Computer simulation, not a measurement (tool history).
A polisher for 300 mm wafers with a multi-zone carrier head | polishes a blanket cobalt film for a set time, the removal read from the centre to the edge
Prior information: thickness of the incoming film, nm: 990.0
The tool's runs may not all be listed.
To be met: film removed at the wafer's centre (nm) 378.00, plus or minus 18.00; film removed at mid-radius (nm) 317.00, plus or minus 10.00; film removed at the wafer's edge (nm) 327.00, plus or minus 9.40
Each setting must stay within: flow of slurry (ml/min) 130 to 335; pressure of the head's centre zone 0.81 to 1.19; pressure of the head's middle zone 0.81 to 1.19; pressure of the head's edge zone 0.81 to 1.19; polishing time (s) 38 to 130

| run | hour | flow of slurry (ml/min) | pressure of the head's centre zone | pressure of the head's middle zone | pressure of the head's edge zone | polishing time (s) | film removed at the wafer's centre (nm) | film removed at mid-radius (nm) | film removed at the wafer's edge (nm) |
|---|---|---|---|---|---|---|---|---|---|
| 1 | 0.0 | 215 | 1.00 | 1.00 | 1.00 | 84 | 251.21 | 263.41 | 260.34 |
| 2 | 7.7 | 215 | 1.00 | 1.00 | 0.93 | 84 | 255.11 | 261.41 | 249.22 |
| 3 | 15.7 | 175 | 1.00 | 1.00 | 0.93 | 84 | 247.89 | 252.03 | 243.23 |
| 4 | 20.1 | 175 | 1.00 | 0.93 | 0.93 | 84 | 246.49 | 245.66 | 246.38 |
| 5 | 27.8 | 140 | 1.00 | 0.93 | 0.93 | 84 | 231.55 | 232.56 | 232.90 |
| 6 | 28.8 | 140 | 1.00 | 0.93 | 0.93 | 75 | 205.84 | 205.50 | 208.84 |
| 7 | 30.9 | 185 | 1.05 | 0.94 | 0.96 | 80 | 250.29 | 237.64 | 234.69 |
| 8 | 33.4 | 185 | 1.05 | 0.94 | 0.96 | 80 | 247.81 | 235.70 | 234.58 |
| 9 | 37.5 | 215 | 1.08 | 0.93 | 1.00 | 84 | 270.84 | 249.18 | 258.13 |
| 10 | 45.9 | 240 | 1.11 | 0.94 | 1.02 | 87 | 297.21 | 268.50 | 270.00 |

Which one of the following 5 next-run settings gets every result inside its allowed miss? There is exactly one.
| A | 54.3 | 240 | 1.12 | 0.97 | 1.02 | 97 | ? | ? | ? |
| B | 54.3 | 285 | 1.14 | 0.90 | 1.01 | 104 | ? | ? | ? |
| C | 54.3 | 250 | 1.10 | 0.94 | 1.08 | 96 | ? | ? | ? |
| D | 54.3 | 280 | 1.08 | 0.94 | 1.04 | 101 | ? | ? | ? |
| E | 54.3 | 245 | 1.06 | 0.99 | 1.08 | 101 | ? | ? | ? |

| move | film removed at the wafer's centre (nm) | film removed at mid-radius (nm) | film removed at the wafer's edge (nm) |
|---|---|---|---|
| A | 329.86 | 301.87 | 304.22 |
| B | 368.12 | 316.26 | 329.88 |
| C | 322.40 | 294.86 | 311.02 |
| D | 337.90 | 314.39 | 324.38 |
| E | 325.93 | 319.04 | 326.44 |
A: closes in on the targets versus the last run, not all within tolerance yet
B: meets every target
C: closes in on the targets versus the last run, not all within tolerance yet
D: puts the biggest miss on target and leaves a different result outside tolerance
E: puts the biggest miss on target and leaves a different result outside tolerance
Go with B: it meets all targets.

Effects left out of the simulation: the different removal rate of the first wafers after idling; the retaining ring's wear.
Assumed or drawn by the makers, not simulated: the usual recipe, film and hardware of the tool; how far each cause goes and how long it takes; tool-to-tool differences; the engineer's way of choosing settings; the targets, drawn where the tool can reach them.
